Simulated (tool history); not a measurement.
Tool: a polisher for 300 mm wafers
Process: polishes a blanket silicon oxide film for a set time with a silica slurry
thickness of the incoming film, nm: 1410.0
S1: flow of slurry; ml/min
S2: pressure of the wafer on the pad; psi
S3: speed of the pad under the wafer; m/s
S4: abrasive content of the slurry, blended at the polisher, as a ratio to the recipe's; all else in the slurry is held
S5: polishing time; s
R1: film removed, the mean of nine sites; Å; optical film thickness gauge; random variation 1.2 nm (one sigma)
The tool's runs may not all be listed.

run 1 hour=0.0 | S1=195 S2=5.0 S3=1.04 S4=1.00 S5=57 | R1=2325.4
run 2 hour=8.2 | S1=195 S2=5.0 S3=1.04 S4=1.00 S5=60 | R1=2459.7
run 3 hour=16.2 | S1=185 S2=4.6 S3=1.04 S4=1.00 S5=60 | R1=2234.6
run 4 hour=18.3 | S1=185 S2=4.6 S3=1.04 S4=1.15 S5=60 | R1=2458.5
run 5 hour=20.5 | S1=185 S2=5.6 S3=1.04 S4=1.15 S5=60 | R1=2943.1
run 6 hour=23.4 | S1=185 S2=5.6 S3=0.84 S4=1.15 S5=60 | R1=2491.6
run 7 hour=26.9 | S1=175 S2=5.1 S3=0.84 S4=1.15 S5=60 | R1=2240.5
run 8 hour=33.3 | S1=150 S2=3.8 S3=0.84 S4=1.15 S5=60 | R1=1645.1
run 9 hour=38.7 | S1=160 S2=3.8 S3=0.84 S4=1.15 S5=60 | R1=1671.2
run 10 hour=46.6 | S1=170 S2=3.8 S3=0.84 S4=1.15 S5=60 | R1=1695.2

The next listed run, before its measurement:
run 11 hour=50.5 | S1=175 S2=3.8 S3=0.84 S4=1.15 S5=60 | R1=?

Run 11 gave R1 1709.8 Å.
